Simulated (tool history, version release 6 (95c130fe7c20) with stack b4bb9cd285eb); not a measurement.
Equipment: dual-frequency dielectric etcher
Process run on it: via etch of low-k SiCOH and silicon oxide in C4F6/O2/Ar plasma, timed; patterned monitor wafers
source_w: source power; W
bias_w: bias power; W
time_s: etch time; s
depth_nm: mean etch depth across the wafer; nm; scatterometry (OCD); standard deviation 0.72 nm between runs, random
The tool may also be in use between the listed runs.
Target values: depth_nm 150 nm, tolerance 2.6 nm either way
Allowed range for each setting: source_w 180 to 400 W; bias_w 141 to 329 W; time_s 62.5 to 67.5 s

run	hour	source_w	bias_w	time_s	depth_nm
1	0	290	235	67.5	172.05
2	4.9	260	231	67.5	163.94
3	6.2	260	231	67.5	163.89
4	6.8	290	231	67.5	169.97
5	10.5	260	231	67.5	163.03
6	19.1	260	259	67.5	171.82
# hour 25: wet clean of the chamber
7	25	240	251	67.5	161.79
8	30.3	230	250	67.5	159.2
9	31.8	220	249	67.5	155.61

5 candidate next runs follow, results not yet known. Just one meets every target within its allowed miss. Identify it.
A	33.3	200	252	67.5	?
B	33.3	230	260	66.5	?
C	33.3	230	243	67.5	?
D	33.3	240	257	65.5	?
E	33.3	240	265	66.5	?

move	depth_nm
A	150.46
B	158.06
C	155.5
D	157.23
E	161.9
A: every result lands within tolerance
B: the biggest miss grows against the last run
C: about as far from the targets as the last run
D: the biggest miss grows against the last run
E: the biggest miss grows against the last run
Go with A: it meets all targets.

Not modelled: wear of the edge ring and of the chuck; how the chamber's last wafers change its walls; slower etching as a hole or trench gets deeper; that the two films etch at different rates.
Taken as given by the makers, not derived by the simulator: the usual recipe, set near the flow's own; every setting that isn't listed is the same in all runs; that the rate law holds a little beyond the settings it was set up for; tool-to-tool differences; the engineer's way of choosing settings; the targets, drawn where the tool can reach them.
